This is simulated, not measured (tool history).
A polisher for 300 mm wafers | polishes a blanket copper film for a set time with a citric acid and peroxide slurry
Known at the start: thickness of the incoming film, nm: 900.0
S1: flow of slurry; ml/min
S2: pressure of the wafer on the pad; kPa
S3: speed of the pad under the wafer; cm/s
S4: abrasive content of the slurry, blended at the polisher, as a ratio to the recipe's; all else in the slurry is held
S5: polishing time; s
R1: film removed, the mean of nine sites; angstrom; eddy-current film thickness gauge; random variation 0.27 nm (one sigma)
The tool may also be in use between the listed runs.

run 1 hour=0 | S1=215 S2=24.8 S3=106 S4=1 S5=30 | R1=710.5
run 2 hour=8.5 | S1=215 S2=24.8 S3=120 S4=1 S5=30 | R1=787
run 3 hour=11.8 | S1=215 S2=22.1 S3=112 S4=1 S5=30 | R1=666.82
run 4 hour=12.8 | S1=180 S2=22.1 S3=112 S4=1 S5=30 | R1=649.15
run 5 hour=19.9 | S1=180 S2=22.1 S3=112 S4=0.85 S5=30 | R1=622.8
run 6 hour=26.8 | S1=175 S2=20 S3=108 S4=0.85 S5=30 | R1=544.88
run 7 hour=31.1 | S1=175 S2=17.9 S3=106 S4=0.85 S5=30 | R1=480.9
run 8 hour=33.6 | S1=175 S2=16.5 S3=106 S4=0.85 S5=30 | R1=450.23
run 9 hour=41.9 | S1=175 S2=16.5 S3=106 S4=0.85 S5=30 | R1=448.38

Run 10 comes next. What will it give?
run 10 hour=47.8 | S1=175 S2=15.2 S3=106 S4=0.85 S5=30 | R1=?

R1: 413.88 angstrom

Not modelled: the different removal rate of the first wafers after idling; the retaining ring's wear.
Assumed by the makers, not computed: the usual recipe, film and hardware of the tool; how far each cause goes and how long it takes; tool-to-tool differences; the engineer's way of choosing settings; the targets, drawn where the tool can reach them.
